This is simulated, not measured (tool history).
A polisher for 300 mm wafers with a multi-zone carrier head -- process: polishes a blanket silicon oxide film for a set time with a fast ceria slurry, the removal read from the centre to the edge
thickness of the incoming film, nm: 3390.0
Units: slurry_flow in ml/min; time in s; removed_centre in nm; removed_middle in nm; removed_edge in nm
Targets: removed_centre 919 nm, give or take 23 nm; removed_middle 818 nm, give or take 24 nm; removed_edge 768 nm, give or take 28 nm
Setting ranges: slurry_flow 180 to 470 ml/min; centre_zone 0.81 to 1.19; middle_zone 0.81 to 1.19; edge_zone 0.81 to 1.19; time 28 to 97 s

Run 1, hour 0: slurry_flow 300 ml/min, centre_zone 1, middle_zone 1, edge_zone 1, time 62 s. Result: removed_centre 1105.4 nm, removed_middle 1085.3 nm, removed_edge 1084.1 nm.
Run 2, hour 1.8: slurry_flow 305 ml/min, centre_zone 1.01, middle_zone 1, edge_zone 0.98, time 60 s. Result: removed_centre 1085.8 nm, removed_middle 1051.7 nm, removed_edge 1033.4 nm.
Run 3, hour 5.6: slurry_flow 305 ml/min, centre_zone 1.01, middle_zone 1, edge_zone 0.98, time 69 s. Result: removed_centre 1241.4 nm, removed_middle 1214.6 nm, removed_edge 1179.6 nm.
Run 4, hour 10.6: slurry_flow 305 ml/min, centre_zone 1.07, middle_zone 1, edge_zone 0.98, time 69 s. Result: removed_centre 1313.8 nm, removed_middle 1217.7 nm, removed_edge 1212.6 nm.
Run 5, hour 14.8: slurry_flow 320 ml/min, centre_zone 1.06, middle_zone 0.99, edge_zone 0.96, time 66 s. Result: removed_centre 1258.3 nm, removed_middle 1150.6 nm, removed_edge 1135.7 nm.
Run 6, hour 23.4: slurry_flow 320 ml/min, centre_zone 1, middle_zone 0.99, edge_zone 0.96, time 66 s. Result: removed_centre 1186.7 nm, removed_middle 1146.4 nm, removed_edge 1162.1 nm.
Run 7, hour 29.5: slurry_flow 305 ml/min, centre_zone 1.01, middle_zone 0.99, edge_zone 0.95, time 63 s. Result: removed_centre 1131.7 nm, removed_middle 1095.8 nm, removed_edge 1064.3 nm.
Run 8, hour 30.4: slurry_flow 290 ml/min, centre_zone 1.01, middle_zone 0.97, edge_zone 0.93, time 61 s. Result: removed_centre 1102 nm, removed_middle 1034.6 nm, removed_edge 1030.7 nm.
Run 9, hour 30.9: slurry_flow 290 ml/min, centre_zone 1.01, middle_zone 0.97, edge_zone 0.93, time 61 s. Result: removed_centre 1090 nm, removed_middle 1030.9 nm, removed_edge 1038.1 nm.

Next run, 4 choices. One meets every target within its allowed miss, the rest don't. Which?
Run A, hour 31.4: slurry_flow 300 ml/min, centre_zone 1.13, middle_zone 1.01, edge_zone 0.9, time 46 s. Result: removed_centre ?, removed_middle ?, removed_edge ?.
Run B, hour 31.4: slurry_flow 295 ml/min, centre_zone 1.03, middle_zone 1.03, edge_zone 0.86, time 46 s. Result: removed_centre ?, removed_middle ?, removed_edge ?.
Run C, hour 31.4: slurry_flow 265 ml/min, centre_zone 1.13, middle_zone 0.96, edge_zone 0.94, time 44 s. Result: removed_centre ?, removed_middle ?, removed_edge ?.
Run D, hour 31.4: slurry_flow 270 ml/min, centre_zone 1.07, middle_zone 1.13, edge_zone 0.84, time 78 s. Result: removed_centre ?, removed_middle ?, removed_edge ?.

move  removed_centre  removed_middle  removed_edge
   A             928          803.01        763.59
   B          847.45          815.69        746.93
   C          876.18          727.51        739.28
   D          1478.3          1484.6        1243.9
A: in spec on every target
B: brings the last run's worst result on target, with another outside its allowed miss
C: the result that was furthest off in the last run now lies on the other side of its target
D: its largest miss is bigger than the last run's
So the answer is move A, the one that meets all the targets.
